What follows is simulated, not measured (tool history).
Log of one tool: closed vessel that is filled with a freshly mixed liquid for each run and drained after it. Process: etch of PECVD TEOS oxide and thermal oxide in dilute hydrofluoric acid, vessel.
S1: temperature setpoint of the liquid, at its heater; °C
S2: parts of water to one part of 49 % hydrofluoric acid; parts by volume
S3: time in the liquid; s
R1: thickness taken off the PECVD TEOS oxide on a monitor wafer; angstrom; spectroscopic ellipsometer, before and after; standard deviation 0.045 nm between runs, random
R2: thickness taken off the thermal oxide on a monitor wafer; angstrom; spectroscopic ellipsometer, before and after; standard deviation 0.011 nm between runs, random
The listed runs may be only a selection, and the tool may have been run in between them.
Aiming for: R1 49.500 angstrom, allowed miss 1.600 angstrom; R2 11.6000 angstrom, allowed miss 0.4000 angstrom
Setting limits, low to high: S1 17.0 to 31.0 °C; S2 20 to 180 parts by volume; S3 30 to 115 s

run	hour	S1	S2	S3	R1	R2
1	0.0	23.0	100	60	112.430	26.2990
2	4.1	23.0	120	60	91.046	21.5920
3	6.2	23.0	120	40	60.361	14.1230
4	9.9	23.0	150	40	46.796	10.8130
5	18.2	23.0	170	40	39.450	9.5662
6	20.8	20.5	170	40	36.625	8.7320
7	25.2	22.5	170	40	39.204	9.3810
8	29.7	24.0	170	40	41.620	9.9369
9	30.9	25.0	170	40	43.430	10.3630
10	35.4	25.5	170	40	44.325	10.3780
11	40.1	26.0	170	40	45.757	10.6880
12	48.9	26.5	170	40	46.033	10.6690

Exactly one of the 5 candidate moves below puts every result within its allowed miss. Which one?
A	57.7	30.5	160	30	?	?
B	57.7	28.5	165	35	?	?
C	57.7	30.0	155	30	?	?
D	57.7	28.5	170	40	?	?
E	57.7	25.5	155	35	?	?

move	R1	R2
A	43.313	9.8525
B	45.327	10.3110
C	44.208	10.0560
D	49.969	11.3670
E	43.733	9.9481
A: its largest miss is bigger than the last run's
B: its largest miss is bigger than the last run's
C: its largest miss is bigger than the last run's
D: in spec on every target
E: its largest miss is bigger than the last run's
So the answer is move D, the one that meets all the targets.

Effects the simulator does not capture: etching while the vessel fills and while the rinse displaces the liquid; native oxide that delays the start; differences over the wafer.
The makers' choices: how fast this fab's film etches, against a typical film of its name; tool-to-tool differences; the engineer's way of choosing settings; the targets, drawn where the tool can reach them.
